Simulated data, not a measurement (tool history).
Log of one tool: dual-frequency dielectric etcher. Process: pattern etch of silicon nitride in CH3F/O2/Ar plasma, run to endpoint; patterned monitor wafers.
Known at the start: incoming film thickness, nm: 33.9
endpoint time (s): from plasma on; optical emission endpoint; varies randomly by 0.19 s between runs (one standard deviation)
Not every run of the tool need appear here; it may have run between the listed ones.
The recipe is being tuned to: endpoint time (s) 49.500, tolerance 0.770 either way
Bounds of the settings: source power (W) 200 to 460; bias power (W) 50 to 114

run	hour	source power (W)	bias power (W)	endpoint time (s)
1	0.0	330	82	53.576
2	7.6	330	93	51.169
3	16.2	300	93	53.740
4	17.0	250	93	58.880
5	23.1	280	93	55.554
# hour 28.8: source power generator calibrated
6	28.8	310	93	52.090
7	32.2	320	93	51.305
8	36.4	330	93	50.835

Which one of the following 5 next-run settings gets every result inside its allowed miss? There is exactly one.
A	40.6	350	99	?
B	40.6	390	80	?
C	40.6	340	85	?
D	40.6	340	110	?
E	40.6	340	88	?

move	endpoint time (s)
A	48.454
B	49.240
C	51.461
D	47.462
E	50.923
A: moves the result that the last run missed by most past its target, out the other side
B: meets every target
C: its largest miss is bigger than the last run's
D: moves the result that the last run missed by most past its target, out the other side
E: its largest miss is bigger than the last run's
Go with B: it meets all targets.
